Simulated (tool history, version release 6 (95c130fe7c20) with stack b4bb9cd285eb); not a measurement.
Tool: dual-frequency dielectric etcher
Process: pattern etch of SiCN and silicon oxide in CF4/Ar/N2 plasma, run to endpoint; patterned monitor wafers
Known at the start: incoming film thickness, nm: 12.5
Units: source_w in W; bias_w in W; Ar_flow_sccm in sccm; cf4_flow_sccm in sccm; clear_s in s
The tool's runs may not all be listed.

Run 1, day 0.000: source_w 570 W, bias_w 92 W, Ar_flow_sccm 121 sccm, cf4_flow_sccm 44 sccm. Result: clear_s 11.735 s.
Run 2, day 0.142: source_w 570 W, bias_w 92 W, Ar_flow_sccm 121 sccm, cf4_flow_sccm 39 sccm. Result: clear_s 11.879 s.
Run 3, day 0.238: source_w 550 W, bias_w 91 W, Ar_flow_sccm 121 sccm, cf4_flow_sccm 39 sccm. Result: clear_s 12.297 s.
Run 4, day 0.375: source_w 550 W, bias_w 76 W, Ar_flow_sccm 121 sccm, cf4_flow_sccm 39 sccm. Result: clear_s 13.105 s.
Run 5, day 0.571: source_w 550 W, bias_w 76 W, Ar_flow_sccm 107 sccm, cf4_flow_sccm 39 sccm. Result: clear_s 12.886 s.
Run 6, day 0.833: source_w 540 W, bias_w 76 W, Ar_flow_sccm 107 sccm, cf4_flow_sccm 39 sccm. Result: clear_s 13.094 s.
Run 7, day 1.033: source_w 530 W, bias_w 76 W, Ar_flow_sccm 107 sccm, cf4_flow_sccm 39 sccm. Result: clear_s 13.387 s.
Run 8, day 1.258: source_w 530 W, bias_w 76 W, Ar_flow_sccm 107 sccm, cf4_flow_sccm 39 sccm. Result: clear_s 13.298 s.

The next listed run, before its measurement:
Run 9, day 1.546: source_w 520 W, bias_w 76 W, Ar_flow_sccm 107 sccm, cf4_flow_sccm 39 sccm. Result: clear_s ?.

Run 9 gave clear_s 13.461 s.
